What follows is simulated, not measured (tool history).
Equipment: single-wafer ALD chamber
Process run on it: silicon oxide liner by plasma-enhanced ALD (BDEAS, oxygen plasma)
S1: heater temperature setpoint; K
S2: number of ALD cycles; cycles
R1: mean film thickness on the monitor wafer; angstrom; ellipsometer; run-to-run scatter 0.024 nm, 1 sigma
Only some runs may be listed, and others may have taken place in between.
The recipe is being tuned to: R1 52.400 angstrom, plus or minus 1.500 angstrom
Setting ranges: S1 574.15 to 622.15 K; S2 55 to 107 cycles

Run 1, hour 0.0: S1 598.15 K, S2 81 cycles. Result: R1 63.626 angstrom.
Run 2, hour 8.0: S1 598.15 K, S2 79 cycles. Result: R1 61.473 angstrom.
Run 3, hour 14.4: S1 598.15 K, S2 78 cycles. Result: R1 60.869 angstrom.
Run 4, hour 22.0: S1 598.15 K, S2 89 cycles. Result: R1 69.296 angstrom.
Run 5, hour 26.0: S1 587.15 K, S2 89 cycles. Result: R1 69.938 angstrom.
At hour 26.8: thermocouple changed; heater temperature recalibrated.
Run 6, hour 26.8: S1 587.15 K, S2 86 cycles. Result: R1 67.854 angstrom.
Run 7, hour 35.2: S1 587.15 K, S2 83 cycles. Result: R1 65.272 angstrom.
Run 8, hour 36.3: S1 587.15 K, S2 81 cycles. Result: R1 64.146 angstrom.

Below are 4 possible settings for the next run. Only one of them brings all results inside the allowed miss of their targets. Which is it?
Run A, hour 37.4: S1 587.15 K, S2 75 cycles. Result: R1 ?.
Run B, hour 37.4: S1 583.15 K, S2 105 cycles. Result: R1 ?.
Run C, hour 37.4: S1 581.15 K, S2 66 cycles. Result: R1 ?.
Run D, hour 37.4: S1 575.15 K, S2 73 cycles. Result: R1 ?.

move      R1
   A  58.847
   B  82.900
   C  52.270
   D  58.373
A: closes in on the targets versus the last run, not all within tolerance yet
B: lands further from the targets than the last run did
C: hits every target within its allowed miss
D: closes in on the targets versus the last run, not all within tolerance yet
C meets every target.

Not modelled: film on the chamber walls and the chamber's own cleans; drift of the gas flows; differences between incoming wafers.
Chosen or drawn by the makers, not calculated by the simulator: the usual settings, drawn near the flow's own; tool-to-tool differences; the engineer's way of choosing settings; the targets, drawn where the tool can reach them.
